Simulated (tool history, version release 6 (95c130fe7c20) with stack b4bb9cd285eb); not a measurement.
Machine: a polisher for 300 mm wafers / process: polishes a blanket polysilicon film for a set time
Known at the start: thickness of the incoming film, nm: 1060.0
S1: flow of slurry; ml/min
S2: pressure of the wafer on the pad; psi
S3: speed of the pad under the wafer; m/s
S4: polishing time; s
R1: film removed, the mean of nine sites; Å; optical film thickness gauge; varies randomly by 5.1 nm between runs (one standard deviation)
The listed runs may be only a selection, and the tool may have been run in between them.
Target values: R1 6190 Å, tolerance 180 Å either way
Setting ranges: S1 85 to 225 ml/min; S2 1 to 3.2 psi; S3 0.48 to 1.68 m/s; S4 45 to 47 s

run	day	S1	S2	S3	S4	R1
1	0	145	2.1	1.08	45	3471
2	0.058	150	2.3	1.08	45	3756.4
3	0.133	155	2.5	1.1	45	4115.2
4	0.238	125	2.5	1.1	45	3942.2
5	0.542	140	2.7	1.12	45	4421.9
6	0.821	150	2.8	1.14	45	4667.9
7	1	155	2.9	1.18	45	5052.5
8	1.079	160	3	1.2	45	5261.2
9	1.288	160	3	1.22	45	5350.2
10	1.55	160	3	1.24	45	5571.9
11	1.854	165	3	1.24	45	5532.5
12	2.192	165	3	1.24	45	5539.3
13	2.354	170	3	1.24	45	5495
14	2.454	170	3	1.26	45	5634.5

5 candidate next runs follow, results not yet known. Just one meets every target within its allowed miss. Identify it.
A	2.554	185	2.7	1.24	45	?
B	2.554	165	2.9	1.54	45	?
C	2.554	200	3.1	1.24	45	?
D	2.554	165	2.9	1.32	46	?
E	2.554	155	3.2	1.32	46	?

move	R1
A	5117.4
B	6601.8
C	5831.1
D	5804.9
E	6254.5
A: moves away from the targets compared with the last run
B: takes the biggest miss from the last run beyond its target
C: gains on the last run, yet a result remains outside its allowed miss
D: gains on the last run, yet a result remains outside its allowed miss
E: every result lands within tolerance
Answer: E
